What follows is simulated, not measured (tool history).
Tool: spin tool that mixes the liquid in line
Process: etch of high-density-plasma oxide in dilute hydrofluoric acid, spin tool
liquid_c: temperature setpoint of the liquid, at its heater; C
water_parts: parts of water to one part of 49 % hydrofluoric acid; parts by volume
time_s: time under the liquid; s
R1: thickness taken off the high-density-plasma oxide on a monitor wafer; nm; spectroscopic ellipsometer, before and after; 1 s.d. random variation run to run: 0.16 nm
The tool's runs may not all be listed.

Run 1, hour 0.0: liquid_c 21.0 C, water_parts 100 parts by volume, time_s 115 s. Result: R1 9.5036 nm.
Run 2, hour 4.7: liquid_c 23.0 C, water_parts 95 parts by volume, time_s 115 s. Result: R1 10.8770 nm.
Run 3, hour 11.6: liquid_c 26.5 C, water_parts 95 parts by volume, time_s 115 s. Result: R1 12.6840 nm.
Run 4, hour 12.8: liquid_c 27.0 C, water_parts 90 parts by volume, time_s 115 s. Result: R1 13.6640 nm.
Run 5, hour 15.1: liquid_c 27.5 C, water_parts 90 parts by volume, time_s 115 s. Result: R1 13.9920 nm.
Run 6, hour 21.5: liquid_c 25.0 C, water_parts 90 parts by volume, time_s 115 s. Result: R1 12.8040 nm.
Run 7, hour 26.4: liquid_c 26.0 C, water_parts 90 parts by volume, time_s 115 s. Result: R1 13.0830 nm.

Run 8, settings as shown, results not yet in. Your forecast:
Run 8, hour 27.9: liquid_c 27.0 C, water_parts 85 parts by volume, time_s 115 s. Result: R1 ?.

Run 8 measured R1 14.6160 nm.
